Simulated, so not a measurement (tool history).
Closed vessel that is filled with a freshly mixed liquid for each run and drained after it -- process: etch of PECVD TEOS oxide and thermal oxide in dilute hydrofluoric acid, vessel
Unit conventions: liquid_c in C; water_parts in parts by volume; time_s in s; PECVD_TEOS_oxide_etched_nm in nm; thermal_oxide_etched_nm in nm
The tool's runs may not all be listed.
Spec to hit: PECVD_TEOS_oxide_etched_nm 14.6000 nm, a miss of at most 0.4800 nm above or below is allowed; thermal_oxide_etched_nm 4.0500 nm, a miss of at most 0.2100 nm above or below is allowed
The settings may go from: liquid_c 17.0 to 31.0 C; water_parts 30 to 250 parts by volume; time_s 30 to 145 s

Run 1, hour 0.0: liquid_c 23.0 C, water_parts 140 parts by volume, time_s 75 s. Result: PECVD_TEOS_oxide_etched_nm 8.2026 nm, thermal_oxide_etched_nm 2.1910 nm.
Run 2, hour 8.2: liquid_c 24.5 C, water_parts 135 parts by volume, time_s 75 s. Result: PECVD_TEOS_oxide_etched_nm 8.8245 nm, thermal_oxide_etched_nm 2.5389 nm.
Run 3, hour 12.0: liquid_c 24.0 C, water_parts 125 parts by volume, time_s 75 s. Result: PECVD_TEOS_oxide_etched_nm 9.5869 nm, thermal_oxide_etched_nm 2.6393 nm.
Run 4, hour 14.5: liquid_c 26.0 C, water_parts 125 parts by volume, time_s 75 s. Result: PECVD_TEOS_oxide_etched_nm 10.4460 nm, thermal_oxide_etched_nm 2.7856 nm.
Run 5, hour 23.0: liquid_c 26.0 C, water_parts 120 parts by volume, time_s 75 s. Result: PECVD_TEOS_oxide_etched_nm 10.6290 nm, thermal_oxide_etched_nm 3.0048 nm.
Run 6, hour 24.9: liquid_c 26.0 C, water_parts 155 parts by volume, time_s 75 s. Result: PECVD_TEOS_oxide_etched_nm 8.0551 nm, thermal_oxide_etched_nm 2.1505 nm.
Run 7, hour 25.5: liquid_c 27.0 C, water_parts 145 parts by volume, time_s 75 s. Result: PECVD_TEOS_oxide_etched_nm 9.0592 nm, thermal_oxide_etched_nm 2.5030 nm.
Run 8, hour 29.5: liquid_c 28.0 C, water_parts 90 parts by volume, time_s 80 s. Result: PECVD_TEOS_oxide_etched_nm 17.0180 nm, thermal_oxide_etched_nm 4.8412 nm.
Run 9, hour 32.0: liquid_c 27.5 C, water_parts 90 parts by volume, time_s 80 s. Result: PECVD_TEOS_oxide_etched_nm 16.7070 nm, thermal_oxide_etched_nm 4.7612 nm.
Run 10, hour 34.4: liquid_c 27.5 C, water_parts 90 parts by volume, time_s 80 s. Result: PECVD_TEOS_oxide_etched_nm 16.8330 nm, thermal_oxide_etched_nm 4.8342 nm.
Run 11, hour 40.8: liquid_c 27.0 C, water_parts 90 parts by volume, time_s 80 s. Result: PECVD_TEOS_oxide_etched_nm 16.7430 nm, thermal_oxide_etched_nm 4.5809 nm.
Run 12, hour 47.0: liquid_c 26.5 C, water_parts 90 parts by volume, time_s 80 s. Result: PECVD_TEOS_oxide_etched_nm 15.9640 nm, thermal_oxide_etched_nm 4.5465 nm.
Run 13, hour 55.0: liquid_c 26.5 C, water_parts 105 parts by volume, time_s 80 s. Result: PECVD_TEOS_oxide_etched_nm 13.6570 nm, thermal_oxide_etched_nm 3.7816 nm.

Next run, 4 choices. One meets every target within its allowed miss, the rest don't. Which?
Run A, hour 63.0: liquid_c 26.5 C, water_parts 100 parts by volume, time_s 80 s. Result: PECVD_TEOS_oxide_etched_nm ?, thermal_oxide_etched_nm ?.
Run B, hour 63.0: liquid_c 28.5 C, water_parts 115 parts by volume, time_s 75 s. Result: PECVD_TEOS_oxide_etched_nm ?, thermal_oxide_etched_nm ?.
Run C, hour 63.0: liquid_c 25.5 C, water_parts 95 parts by volume, time_s 70 s. Result: PECVD_TEOS_oxide_etched_nm ?, thermal_oxide_etched_nm ?.
Run D, hour 63.0: liquid_c 27.0 C, water_parts 115 parts by volume, time_s 85 s. Result: PECVD_TEOS_oxide_etched_nm ?, thermal_oxide_etched_nm ?.

move  PECVD_TEOS_oxide_etched_nm  thermal_oxide_etched_nm
   A                     14.4770                   4.1148
   B                     12.4880                   3.5495
   C                     12.9070                   3.6687
   D                     13.3720                   3.8009
A: every result lands within tolerance
B: further off than the last run
C: further off than the last run
D: further off than the last run
A is the move that brings every result within its allowed miss.

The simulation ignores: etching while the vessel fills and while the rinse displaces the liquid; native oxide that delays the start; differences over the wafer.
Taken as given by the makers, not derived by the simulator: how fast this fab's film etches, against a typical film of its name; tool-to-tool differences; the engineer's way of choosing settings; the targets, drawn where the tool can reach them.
